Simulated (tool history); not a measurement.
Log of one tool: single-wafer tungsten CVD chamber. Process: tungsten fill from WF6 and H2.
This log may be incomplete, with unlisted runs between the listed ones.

run	hour	heater temperature setpoint (K)	chamber pressure (mTorr)	deposition time (s)	mean film thickness on the monitor wafer (nm)
1	0.0	658.15	46300	43.2	98.270
2	8.2	662.15	46500	43.2	106.050
3	12.3	656.15	46500	43.2	94.308
4	20.8	661.15	46700	43.2	104.290
5	22.9	665.15	46900	43.2	112.500
6	31.0	668.15	47000	43.2	119.270
7	33.9	670.15	47100	43.2	122.840

Estimate the outcome of run 8 from the log above:
8	36.8	672.15	47200	43.2	?

mean film thickness on the monitor wafer (nm): 127.700
